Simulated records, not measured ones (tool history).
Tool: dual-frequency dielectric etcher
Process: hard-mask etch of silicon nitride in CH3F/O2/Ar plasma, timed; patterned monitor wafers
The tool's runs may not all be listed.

run    day  source power (kW)  bias power (kW)  etch time (s)  mean etch depth across the wafer (Å)
  1      0                0.3            0.075          293.5                                2003.3
  2  0.296               0.25            0.075          293.5                                1839.1
  3  0.458               0.27            0.076          293.5                                1918.6
  4  0.529               0.29            0.077          293.5                                2009.2
  5  0.892               0.29            0.065          293.5                                1813.9
     1.167  -- source power generator calibrated
  6  1.167               0.25            0.065          293.5                                  1650

The next listed run, before its measurement:
  7  1.325               0.31            0.069            294                                     ?

Run 7 gave mean etch depth across the wafer (Å) 1902.8.
